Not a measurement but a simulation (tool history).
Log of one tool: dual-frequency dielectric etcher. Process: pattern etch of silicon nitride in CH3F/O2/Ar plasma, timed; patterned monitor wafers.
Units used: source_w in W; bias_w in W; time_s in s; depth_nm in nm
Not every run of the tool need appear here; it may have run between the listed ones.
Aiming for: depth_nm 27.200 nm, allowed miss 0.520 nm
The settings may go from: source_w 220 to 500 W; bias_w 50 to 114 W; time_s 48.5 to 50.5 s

{"run": 1, "hour": 0.0, "source_w": 360, "bias_w": 82, "time_s": 48.5, "depth_nm": 35.651}
{"run": 2, "hour": 7.5, "source_w": 360, "bias_w": 94, "time_s": 48.5, "depth_nm": 37.869}
{"run": 3, "hour": 9.4, "source_w": 360, "bias_w": 101, "time_s": 48.5, "depth_nm": 39.375}
{"run": 4, "hour": 13.0, "source_w": 330, "bias_w": 92, "time_s": 48.5, "depth_nm": 36.39}
{"run": 5, "hour": 15.7, "source_w": 330, "bias_w": 92, "time_s": 48.5, "depth_nm": 36.015}
{"run": 6, "hour": 19.3, "source_w": 270, "bias_w": 92, "time_s": 48.5, "depth_nm": 33.107}
{"run": 7, "hour": 24.3, "source_w": 260, "bias_w": 87, "time_s": 48.5, "depth_nm": 31.658}
{"run": 8, "hour": 28.8, "source_w": 260, "bias_w": 87, "time_s": 48.5, "depth_nm": 32.124}
{"run": 9, "hour": 35.4, "source_w": 250, "bias_w": 82, "time_s": 48.5, "depth_nm": 30.487}
{"run": 10, "hour": 36.2, "source_w": 240, "bias_w": 79, "time_s": 48.5, "depth_nm": 29.443}
{"run": 11, "hour": 42.6, "source_w": 240, "bias_w": 77, "time_s": 48.5, "depth_nm": 28.987}
{"run": 12, "hour": 48.3, "source_w": 240, "bias_w": 76, "time_s": 48.5, "depth_nm": 28.572}
{"run": 13, "hour": 55.4, "source_w": 240, "bias_w": 75, "time_s": 48.5, "depth_nm": 28.546}
{"run": 14, "hour": 57.5, "source_w": 240, "bias_w": 74, "time_s": 48.5, "depth_nm": 28.195}

Exactly one of the 4 candidate moves below puts every result within its allowed miss. Which one?
{"run": "A", "hour": 59.6, "source_w": 250, "bias_w": 75, "time_s": 50.0, "depth_nm": "?"}
{"run": "B", "hour": 59.6, "source_w": 260, "bias_w": 74, "time_s": 48.5, "depth_nm": "?"}
{"run": "C", "hour": 59.6, "source_w": 220, "bias_w": 80, "time_s": 49.5, "depth_nm": "?"}
{"run": "D", "hour": 59.6, "source_w": 220, "bias_w": 75, "time_s": 48.5, "depth_nm": "?"}

move=A depth_nm=29.998
move=B depth_nm=29.402
move=C depth_nm=28.999
move=D depth_nm=27.498
A: lands further from the targets than the last run did
B: lands further from the targets than the last run did
C: lands further from the targets than the last run did
D: meets every target
The move that meets every target is D.
